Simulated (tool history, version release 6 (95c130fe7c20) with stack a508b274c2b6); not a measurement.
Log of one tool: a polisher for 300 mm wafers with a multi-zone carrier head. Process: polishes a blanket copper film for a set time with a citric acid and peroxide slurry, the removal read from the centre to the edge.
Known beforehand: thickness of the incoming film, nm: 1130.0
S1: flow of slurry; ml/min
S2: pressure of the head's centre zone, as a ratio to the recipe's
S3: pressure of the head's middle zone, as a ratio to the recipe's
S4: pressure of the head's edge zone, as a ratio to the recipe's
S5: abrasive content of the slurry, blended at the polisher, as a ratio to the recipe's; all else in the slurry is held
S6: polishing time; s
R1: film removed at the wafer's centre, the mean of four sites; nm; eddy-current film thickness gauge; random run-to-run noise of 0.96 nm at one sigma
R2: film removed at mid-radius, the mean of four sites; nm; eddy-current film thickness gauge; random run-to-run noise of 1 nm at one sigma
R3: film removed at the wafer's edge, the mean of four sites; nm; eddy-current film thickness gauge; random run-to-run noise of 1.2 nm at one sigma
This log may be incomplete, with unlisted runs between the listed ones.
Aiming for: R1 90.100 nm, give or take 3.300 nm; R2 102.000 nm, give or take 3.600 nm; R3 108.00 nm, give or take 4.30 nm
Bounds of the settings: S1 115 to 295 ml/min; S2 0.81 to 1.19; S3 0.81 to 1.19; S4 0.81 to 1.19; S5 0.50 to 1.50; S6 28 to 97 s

run,hour,S1,S2,S3,S4,S5,S6,R1,R2,R3
1,0.0,190,1.00,1.00,1.00,1.00,62,168.060,169.350,168.46
2,1.9,190,1.00,1.00,0.92,1.00,62,171.810,169.910,161.36
3,7.7,190,1.05,1.00,0.92,1.00,62,182.140,170.400,164.42
4,11.2,180,1.00,0.98,0.94,0.90,58,155.220,148.770,146.74
5,19.1,145,1.00,0.98,0.94,0.90,58,149.770,145.290,142.98
6,27.5,140,0.96,0.97,0.96,0.85,56,137.810,136.140,133.36
7,28.7,135,0.93,0.97,1.01,0.80,54,124.750,127.660,127.66
8,35.5,130,0.90,0.97,1.04,0.75,53,112.110,123.610,127.43
9,44.3,130,0.88,0.96,1.04,0.70,52,104.190,116.700,120.45
10,49.4,130,0.87,0.95,1.03,0.65,52,102.200,110.390,117.29
11,51.7,130,0.86,0.95,1.02,0.65,52,100.640,111.230,118.92
12,55.1,125,0.86,0.95,1.01,0.60,52,95.087,107.120,109.95
13,63.0,125,0.85,0.94,1.01,0.60,52,94.290,104.110,110.70

Below are 5 possible settings for the next run. Only one of them brings all results inside the allowed miss of their targets. Which is it?
A,70.9,125,0.89,1.01,1.13,0.60,48,?,?,?
B,70.9,125,0.88,0.98,0.97,0.60,52,?,?,?
C,70.9,130,0.94,0.97,0.99,0.60,51,?,?,?
D,70.9,130,0.84,0.87,0.98,0.60,55,?,?,?
E,70.9,145,0.88,0.87,0.97,0.55,53,?,?,?

move,R1,R2,R3
A,91.674,103.050,110.95
B,98.168,108.860,111.50
C,103.740,106.590,111.02
D,99.808,105.050,119.30
E,99.074,99.228,111.56
A: hits every target within its allowed miss
B: further off than the last run
C: further off than the last run
D: further off than the last run
E: further off than the last run
Answer: A
